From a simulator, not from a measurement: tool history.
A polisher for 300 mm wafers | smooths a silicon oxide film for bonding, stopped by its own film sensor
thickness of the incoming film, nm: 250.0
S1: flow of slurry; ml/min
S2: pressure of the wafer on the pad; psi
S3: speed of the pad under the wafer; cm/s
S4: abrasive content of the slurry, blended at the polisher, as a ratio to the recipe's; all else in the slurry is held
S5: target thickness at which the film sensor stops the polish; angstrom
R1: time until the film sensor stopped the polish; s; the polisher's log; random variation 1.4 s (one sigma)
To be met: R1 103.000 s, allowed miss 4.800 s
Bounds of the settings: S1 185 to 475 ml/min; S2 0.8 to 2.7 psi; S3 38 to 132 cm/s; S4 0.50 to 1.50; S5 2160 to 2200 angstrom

run,day,S1,S2,S3,S4,S5,R1
1,0.000,305,1.7,84,1.00,2160,64.357
2,0.138,305,1.7,104,1.00,2160,53.146
3,0.183,240,1.7,104,1.00,2160,54.786
4,0.525,240,1.7,104,0.90,2160,55.241
5,0.888,240,1.5,102,0.90,2160,64.788
6,1.104,240,1.3,102,0.90,2160,72.526
7,1.317,240,1.2,100,0.90,2160,81.466
8,1.596,240,1.1,100,0.90,2160,86.839
9,1.925,240,1.0,100,0.90,2160,97.294

Which of these 5 next moves meets every target?
A,2.254,240,0.9,114,1.00,2190,?
B,2.254,280,0.8,118,0.95,2160,?
C,2.254,285,0.9,84,0.90,2160,?
D,2.254,255,0.9,104,1.05,2200,?
E,2.254,330,0.8,122,0.80,2190,?

move,R1
A,86.919
B,103.990
C,123.940
D,88.841
E,95.962
A: further off than the last run
B: meets every target
C: takes the result that was furthest off past its target
D: further off than the last run
E: further off than the last run
Move B is the one to make.
